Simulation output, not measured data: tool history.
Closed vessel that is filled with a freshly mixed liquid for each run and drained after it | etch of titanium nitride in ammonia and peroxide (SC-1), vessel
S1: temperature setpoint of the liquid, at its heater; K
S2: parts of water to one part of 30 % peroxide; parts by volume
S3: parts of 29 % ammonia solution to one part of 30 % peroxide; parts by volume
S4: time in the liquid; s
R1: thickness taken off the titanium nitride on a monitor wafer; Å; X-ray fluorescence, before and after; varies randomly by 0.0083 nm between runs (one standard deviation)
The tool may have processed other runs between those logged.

Run 1, hour 0: S1 322.15 K, S2 17 parts by volume, S3 0.45 parts by volume, S4 30 s. Result: R1 14.91 Å.
Run 2, hour 1.3: S1 322.15 K, S2 11.5 parts by volume, S3 0.45 parts by volume, S4 30 s. Result: R1 18.622 Å.
Run 3, hour 9.6: S1 319.65 K, S2 11.5 parts by volume, S3 0.45 parts by volume, S4 30 s. Result: R1 15.476 Å.
Run 4, hour 16.2: S1 319.65 K, S2 11.5 parts by volume, S3 0.5 parts by volume, S4 30 s. Result: R1 15.969 Å.
Run 5, hour 24.2: S1 319.65 K, S2 11.5 parts by volume, S3 0.5 parts by volume, S4 30 s. Result: R1 15.882 Å.
Run 6, hour 32.2: S1 319.65 K, S2 11.5 parts by volume, S3 0.6 parts by volume, S4 30 s. Result: R1 16.08 Å.
Run 7, hour 37.7: S1 317.65 K, S2 11.5 parts by volume, S3 0.6 parts by volume, S4 30 s. Result: R1 14.192 Å.

Run 8 is up next; what results do you expect?
At hour 40.9: ammonia flow meter replaced.
Run 8, hour 40.9: S1 316.15 K, S2 11.5 parts by volume, S3 0.6 parts by volume, S4 30 s. Result: R1 ?.

{"run 8": {"R1": 13.108}}
